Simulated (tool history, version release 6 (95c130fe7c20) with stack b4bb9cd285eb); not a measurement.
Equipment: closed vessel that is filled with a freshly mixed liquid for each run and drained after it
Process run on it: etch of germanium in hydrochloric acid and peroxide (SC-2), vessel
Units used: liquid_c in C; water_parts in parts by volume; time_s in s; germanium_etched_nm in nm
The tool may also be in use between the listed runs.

| run | hour | liquid_c | water_parts | time_s | germanium_etched_nm |
|---|---|---|---|---|---|
| 1 | 0 | 49 | 6 | 30 | 81.054 |
| 2 | 3.8 | 47.5 | 6 | 30 | 77.78 |
| 3 | 7.5 | 47.5 | 4 | 30 | 76.078 |
| 4 | 16.6 | 46.5 | 4 | 30 | 73.612 |
| 5 | 24.1 | 53 | 4 | 30 | 92.71 |
| 6 | 29.8 | 51 | 4 | 30 | 85.842 |
| 7 | 36.3 | 49.5 | 4 | 30 | 83.036 |
| 8 | 40.3 | 48 | 4 | 30 | 77.819 |
| 9 | 49.5 | 47 | 4 | 30 | 75.942 |
| 10 | 57.4 | 46 | 4 | 30 | 73.205 |
| 11 | 61.6 | 45 | 4 | 30 | 70.322 |
| 12 | 69.7 | 44.5 | 4 | 30 | 69.938 |
| 13 | 74 | 44 | 4 | 30 | 67.963 |
| 14 | 82.1 | 43.5 | 4 | 30 | 66.819 |
| 15 | 86.8 | 43 | 4 | 30 | 65.971 |

Run 16 has not been measured yet. What should we expect?
| 16 | 93.4 | 42.5 | 4 | 30 | ? |

{"run 16": {"germanium_etched_nm": 64.502}}
